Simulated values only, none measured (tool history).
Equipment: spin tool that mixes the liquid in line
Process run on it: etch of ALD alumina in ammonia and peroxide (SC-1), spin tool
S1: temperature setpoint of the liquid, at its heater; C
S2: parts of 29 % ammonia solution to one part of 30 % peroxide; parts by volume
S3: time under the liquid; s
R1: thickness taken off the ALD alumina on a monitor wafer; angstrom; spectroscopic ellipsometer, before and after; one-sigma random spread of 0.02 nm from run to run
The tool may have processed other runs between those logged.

run    day    S1    S2  S3      R1
  1      0    54  0.95  65  40.118
  2  0.275    54   1.2  65  40.473
  3  0.367    54   1.2  50  30.987
  4  0.554    61   1.2  50  45.155
  5  0.821  58.5   1.2  50   39.43
  6  1.146  58.5   0.9  50  38.702
  7  1.471    57   0.9  50  35.638

What will run 8 give?
  8  1.808  55.5  0.9  50   ?

Run 8 came out at R1 33.106 angstrom.
